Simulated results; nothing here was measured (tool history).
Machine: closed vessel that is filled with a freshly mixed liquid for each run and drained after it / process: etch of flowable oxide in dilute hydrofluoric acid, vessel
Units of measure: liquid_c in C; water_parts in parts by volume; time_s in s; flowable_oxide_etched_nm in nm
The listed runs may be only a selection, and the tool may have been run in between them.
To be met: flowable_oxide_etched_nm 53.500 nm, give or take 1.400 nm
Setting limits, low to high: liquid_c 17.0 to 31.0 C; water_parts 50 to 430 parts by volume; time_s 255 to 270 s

Run 1, hour 0.0: liquid_c 23.0 C, water_parts 240 parts by volume, time_s 255 s. Result: flowable_oxide_etched_nm 27.692 nm.
Run 2, hour 6.1: liquid_c 23.0 C, water_parts 240 parts by volume, time_s 255 s. Result: flowable_oxide_etched_nm 27.796 nm.
Run 3, hour 10.0: liquid_c 23.0 C, water_parts 240 parts by volume, time_s 270 s. Result: flowable_oxide_etched_nm 29.199 nm.
Run 4, hour 15.9: liquid_c 24.5 C, water_parts 225 parts by volume, time_s 270 s. Result: flowable_oxide_etched_nm 33.404 nm.
At hour 18.8: thermometer replaced.
Run 5, hour 18.8: liquid_c 27.5 C, water_parts 225 parts by volume, time_s 270 s. Result: flowable_oxide_etched_nm 40.528 nm.
Run 6, hour 26.9: liquid_c 27.5 C, water_parts 225 parts by volume, time_s 255 s. Result: flowable_oxide_etched_nm 37.866 nm.
Run 7, hour 30.1: liquid_c 28.0 C, water_parts 220 parts by volume, time_s 255 s. Result: flowable_oxide_etched_nm 39.828 nm.
Run 8, hour 37.1: liquid_c 28.5 C, water_parts 215 parts by volume, time_s 255 s. Result: flowable_oxide_etched_nm 41.783 nm.
Run 9, hour 43.1: liquid_c 29.0 C, water_parts 210 parts by volume, time_s 255 s. Result: flowable_oxide_etched_nm 43.480 nm.
Run 10, hour 52.0: liquid_c 29.5 C, water_parts 205 parts by volume, time_s 255 s. Result: flowable_oxide_etched_nm 45.973 nm.

Which of these 4 next moves meets every target?
Run A, hour 60.9: liquid_c 29.5 C, water_parts 190 parts by volume, time_s 255 s. Result: flowable_oxide_etched_nm ?.
Run B, hour 60.9: liquid_c 29.5 C, water_parts 200 parts by volume, time_s 270 s. Result: flowable_oxide_etched_nm ?.
Run C, hour 60.9: liquid_c 30.5 C, water_parts 250 parts by volume, time_s 255 s. Result: flowable_oxide_etched_nm ?.
Run D, hour 60.9: liquid_c 29.5 C, water_parts 190 parts by volume, time_s 270 s. Result: flowable_oxide_etched_nm ?.

move  flowable_oxide_etched_nm
   A                    50.717
   B                    50.396
   C                    37.113
   D                    53.701
A: moves toward the targets from the last run without getting all of them in spec
B: moves toward the targets from the last run without getting all of them in spec
C: its largest miss is bigger than the last run's
D: all results in spec
D is the move that brings every result within its allowed miss.
